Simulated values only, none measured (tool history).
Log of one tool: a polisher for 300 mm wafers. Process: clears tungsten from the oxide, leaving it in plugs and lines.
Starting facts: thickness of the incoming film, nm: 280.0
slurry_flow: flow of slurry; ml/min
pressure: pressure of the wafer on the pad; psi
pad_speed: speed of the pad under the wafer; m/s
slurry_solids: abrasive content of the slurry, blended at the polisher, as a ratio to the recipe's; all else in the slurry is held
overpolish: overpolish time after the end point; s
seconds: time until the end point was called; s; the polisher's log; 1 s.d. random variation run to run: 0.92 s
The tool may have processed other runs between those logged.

| run | hour | slurry_flow | pressure | pad_speed | slurry_solids | overpolish | seconds |
|---|---|---|---|---|---|---|---|
| 1 | 0 | 160 | 2.4 | 0.94 | 1 | 11 | 122.58 |
| 2 | 8.8 | 160 | 2.4 | 0.94 | 1 | 11 | 124.94 |
| 3 | 12.3 | 160 | 1.9 | 0.94 | 1 | 11 | 157.58 |
| 4 | 18.4 | 160 | 1.5 | 0.94 | 1 | 11 | 191.99 |
| 5 | 24.2 | 160 | 1.5 | 0.8 | 1 | 11 | 221.11 |
| 6 | 26.1 | 160 | 1.5 | 0.9 | 1 | 11 | 194.67 |
| 7 | 32.6 | 160 | 2 | 0.92 | 1 | 11 | 151.18 |
| 8 | 33.7 | 160 | 2.4 | 0.92 | 1 | 11 | 124.98 |
| 9 | 37.2 | 160 | 2.6 | 0.92 | 1 | 11 | 118.51 |

What does the tool deliver on the next run?
| 10 | 41.6 | 160 | 2.9 | 0.92 | 1 | 11 | ? |

{"run 10": {"seconds": 109.24}}
